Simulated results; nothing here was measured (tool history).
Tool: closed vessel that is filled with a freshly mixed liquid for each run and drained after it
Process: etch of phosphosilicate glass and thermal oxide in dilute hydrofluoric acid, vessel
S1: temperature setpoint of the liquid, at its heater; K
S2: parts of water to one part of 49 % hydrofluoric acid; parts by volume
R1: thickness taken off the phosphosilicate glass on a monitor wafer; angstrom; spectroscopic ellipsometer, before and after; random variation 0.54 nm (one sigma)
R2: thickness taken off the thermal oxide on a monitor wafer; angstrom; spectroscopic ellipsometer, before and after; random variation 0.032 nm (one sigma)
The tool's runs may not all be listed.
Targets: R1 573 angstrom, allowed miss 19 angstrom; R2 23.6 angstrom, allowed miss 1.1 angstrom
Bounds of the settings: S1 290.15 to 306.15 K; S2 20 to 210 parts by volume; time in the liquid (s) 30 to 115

run 1 hour=0 | S1=298.15 S2=115 time_in_the_liquid_(s)=60 | R1=652.93 R2=27.175
run 2 hour=7.3 | S1=298.15 S2=150 time_in_the_liquid_(s)=60 | R1=494.51 R2=19.513
run 3 hour=15.6 | S1=298.15 S2=125 time_in_the_liquid_(s)=60 | R1=600.34 R2=24.711
run 4 hour=17.1 | S1=298.15 S2=95 time_in_the_liquid_(s)=60 | R1=815.65 R2=33.594
run 5 hour=23.4 | S1=300.15 S2=95 time_in_the_liquid_(s)=60 | R1=885.9 R2=35.363
run 6 hour=29.5 | S1=297.65 S2=95 time_in_the_liquid_(s)=60 | R1=802.26 R2=33.448
run 7 hour=35.1 | S1=297.15 S2=100 time_in_the_liquid_(s)=60 | R1=751.9 R2=30.932
run 8 hour=40.1 | S1=296.15 S2=100 time_in_the_liquid_(s)=60 | R1=702.2 R2=29.964
run 9 hour=43.5 | S1=296.15 S2=105 time_in_the_liquid_(s)=60 | R1=667.12 R2=27.753
run 10 hour=50.6 | S1=295.65 S2=105 time_in_the_liquid_(s)=60 | R1=650.31 R2=27.403

4 next moves are on the table. One of them brings every result within its allowed miss. Which?
run A hour=57.7 | S1=294.65 S2=115 time_in_the_liquid_(s)=60 | R1=? R2=?
run B hour=57.7 | S1=292.15 S2=90 time_in_the_liquid_(s)=65 | R1=? R2=?
run C hour=57.7 | S1=290.15 S2=90 time_in_the_liquid_(s)=50 | R1=? R2=?
run D hour=57.7 | S1=302.15 S2=160 time_in_the_liquid_(s)=60 | R1=? R2=?

move=A R1=578.45 R2=23.677
move=B R1=743.39 R2=30.429
move=C R1=525.69 R2=21.518
move=D R1=524.2 R2=21.457
A: meets every target
B: further off than the last run
C: takes the result that was furthest off past its target
D: takes the result that was furthest off past its target
Answer: A

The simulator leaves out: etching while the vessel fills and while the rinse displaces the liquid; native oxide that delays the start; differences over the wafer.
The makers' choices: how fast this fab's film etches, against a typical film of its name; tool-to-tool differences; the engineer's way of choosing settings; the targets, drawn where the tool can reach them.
